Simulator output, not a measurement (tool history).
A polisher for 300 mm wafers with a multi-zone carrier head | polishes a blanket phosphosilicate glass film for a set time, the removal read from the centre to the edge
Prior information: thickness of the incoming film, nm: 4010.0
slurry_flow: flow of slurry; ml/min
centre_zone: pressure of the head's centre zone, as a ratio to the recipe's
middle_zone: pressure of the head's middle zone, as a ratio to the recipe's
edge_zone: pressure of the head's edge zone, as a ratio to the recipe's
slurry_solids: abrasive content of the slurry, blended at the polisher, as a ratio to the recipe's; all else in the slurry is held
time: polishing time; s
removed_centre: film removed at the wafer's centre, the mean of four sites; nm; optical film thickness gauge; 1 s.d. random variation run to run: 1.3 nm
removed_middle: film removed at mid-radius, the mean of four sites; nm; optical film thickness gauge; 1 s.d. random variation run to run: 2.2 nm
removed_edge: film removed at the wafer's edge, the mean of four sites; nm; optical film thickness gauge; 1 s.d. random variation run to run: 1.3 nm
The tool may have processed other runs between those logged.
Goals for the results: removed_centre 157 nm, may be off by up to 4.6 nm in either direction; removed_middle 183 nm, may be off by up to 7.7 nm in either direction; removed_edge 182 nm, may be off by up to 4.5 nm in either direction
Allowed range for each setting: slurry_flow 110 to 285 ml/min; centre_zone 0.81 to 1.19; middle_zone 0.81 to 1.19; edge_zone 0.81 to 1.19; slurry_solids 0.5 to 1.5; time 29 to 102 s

run  hour  slurry_flow  centre_zone  middle_zone  edge_zone  slurry_solids  time  removed_centre  removed_middle  removed_edge
  1     0          180            1            1          1              1    65          217.58          217.06        225.21
  2     3          175         0.98            1       0.98           0.95    65          210.72          213.77        216.59
  3   9.2          170         0.96            1       0.98            0.9    65          198.43          205.79        212.15
  4  13.3          170         0.96            1       0.98           1.05    65          216.36           219.9        224.12
  5  17.3          165         0.94            1       0.97              1    65          203.56          217.56        218.46
  6  20.1          165         0.94            1       0.97           1.15    65          215.64          221.24        232.39
  7  26.4          160         0.93         0.99       0.96            1.1    65          205.85          221.17        224.93
  8    33          145         0.87         0.89       0.91           0.85    63          164.42          170.53        191.01
  9  34.4          145         0.87          0.9        0.9           0.85    63          163.87          175.38        191.25
 10  40.6          145         0.87         0.91       0.89           0.85    63           165.2          177.91        189.95
     44.4  -- worn pad replaced by a new one
 11  44.4          140         0.87         0.91       0.88           0.85    63          178.12          191.24        202.66
 12  48.4          150         0.87         0.92       0.88           0.85    63          181.38          199.37        206.81
 13  49.4          145         0.87         0.93       0.88            0.8    63          175.83          193.05        199.01
 14  52.2          145         0.87         0.93       0.88           0.75    63          168.33             190        194.91
 15  57.9          125         0.85         0.93       0.81            0.7    63           154.7             178        175.47

Next run, 5 choices. One meets every target within its allowed miss, the rest don't. Which?
  A  63.6          110         0.91         1.06       0.81           0.85    56               ?               ?             ?
  B  63.6          125         0.88         0.97       0.81           0.65    61               ?               ?             ?
  C  63.6          145         0.89         1.03       0.85            0.6    62               ?               ?             ?
  D  63.6          160         0.81         0.94       0.81            0.7    59               ?               ?             ?
  E  63.6          125         0.85         0.98       0.86           0.85    58               ?               ?             ?

move  removed_centre  removed_middle  removed_edge
   A          155.38          177.65        164.74
   B          152.64          166.65        164.81
   C          158.16          178.56        169.51
   D          149.61           171.7        171.45
   E          156.77          178.79        179.97
A: the biggest miss grows against the last run
B: the biggest miss grows against the last run
C: the biggest miss grows against the last run
D: the biggest miss grows against the last run
E: every result lands within tolerance
E meets every target.
